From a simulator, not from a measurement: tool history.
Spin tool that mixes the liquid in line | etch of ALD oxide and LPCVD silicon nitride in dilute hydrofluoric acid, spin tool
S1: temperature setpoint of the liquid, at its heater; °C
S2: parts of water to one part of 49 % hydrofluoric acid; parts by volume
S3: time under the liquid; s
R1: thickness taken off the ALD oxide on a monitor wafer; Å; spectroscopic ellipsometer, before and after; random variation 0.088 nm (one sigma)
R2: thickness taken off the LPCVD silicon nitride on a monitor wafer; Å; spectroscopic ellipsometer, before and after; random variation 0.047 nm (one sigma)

run,hour,S1,S2,S3,R1,R2
1,0.0,26.0,75,40,78.634,2.8219
2,2.5,26.0,60,40,101.610,4.0317
3,3.0,26.0,50,40,123.060,4.7305
4,8.0,26.5,50,40,126.270,4.6991
5,12.7,27.5,50,40,131.660,5.1621
6,21.7,24.5,50,40,116.390,4.4805
7,23.1,24.5,50,40,116.300,4.0022
8,29.6,25.0,45,40,133.040,4.3873

The next listed run, before its measurement:
9,32.2,25.5,45,40,?,?

R1: 135.060 Å
R2: 4.6846 Å
